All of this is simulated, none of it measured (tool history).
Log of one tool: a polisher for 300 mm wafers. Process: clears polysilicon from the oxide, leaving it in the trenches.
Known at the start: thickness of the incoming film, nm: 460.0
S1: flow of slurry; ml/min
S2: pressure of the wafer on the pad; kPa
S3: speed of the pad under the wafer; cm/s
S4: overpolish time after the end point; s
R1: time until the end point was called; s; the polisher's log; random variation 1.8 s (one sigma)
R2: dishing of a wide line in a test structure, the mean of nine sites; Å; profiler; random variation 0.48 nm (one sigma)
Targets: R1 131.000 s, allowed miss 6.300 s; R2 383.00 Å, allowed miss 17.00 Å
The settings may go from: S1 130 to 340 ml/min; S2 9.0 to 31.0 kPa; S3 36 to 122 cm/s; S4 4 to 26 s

run,hour,S1,S2,S3,S4,R1,R2
1,0.0,220,20.0,78,13,49.317,499.17
2,0.6,215,16.5,68,12,66.710,449.74
3,5.8,215,14.5,62,12,83.234,422.60
4,11.8,215,14.5,62,15,83.079,456.68
5,16.8,215,13.1,58,14,99.401,404.32
6,22.7,180,13.1,58,14,101.450,412.18
7,23.9,175,11.7,58,14,111.940,384.27
8,26.9,170,11.0,58,15,117.810,387.52
9,28.2,165,11.0,58,15,119.160,385.02
10,35.0,160,11.0,58,16,123.330,386.68
11,41.0,155,11.0,58,16,122.180,389.87
12,46.6,150,11.0,58,16,124.110,393.00
13,53.2,145,11.0,58,16,124.200,398.34

5 next moves are on the table. One of them brings every result within its allowed miss. Which?
A,59.8,195,14.5,46,14,?,?
B,59.8,130,9.0,70,16,?,?
C,59.8,135,11.0,64,17,?,?
D,59.8,130,12.4,50,20,?,?
E,59.8,165,13.1,50,15,?,?

move,R1,R2
A,112.360,381.11
B,127.950,381.82
C,113.730,416.02
D,130.000,421.31
E,117.440,385.98
A: further off than the last run
B: meets every target
C: further off than the last run
D: brings the result that was furthest off to its target, and leaves another outside
E: further off than the last run
Move B is the one to make.

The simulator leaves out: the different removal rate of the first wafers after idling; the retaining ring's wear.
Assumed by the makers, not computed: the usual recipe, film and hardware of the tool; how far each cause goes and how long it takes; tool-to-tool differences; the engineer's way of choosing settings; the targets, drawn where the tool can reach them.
